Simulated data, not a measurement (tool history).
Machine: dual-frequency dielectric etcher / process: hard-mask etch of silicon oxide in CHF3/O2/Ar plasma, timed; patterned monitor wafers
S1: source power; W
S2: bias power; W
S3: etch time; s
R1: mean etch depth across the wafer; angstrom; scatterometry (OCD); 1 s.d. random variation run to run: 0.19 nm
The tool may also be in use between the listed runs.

run,hour,S1,S2,S3,R1
1,0,780,141,16.5,357.12
2,1.5,710,141,16.5,332.9
3,4.9,700,141,16.5,331.14
4,8.1,690,141,16.5,324.51
5,15.1,810,141,16.5,365.09
6,18.2,810,164,16.5,385.45
7,20.4,760,163,16.5,371.99
# hour 22.8: bias power generator calibrated
8,22.8,760,163,16.5,375.67

Predict the results of run 9:
9,24.7,720,162,16.5,?

{"run 9": {"R1": 363.12}}
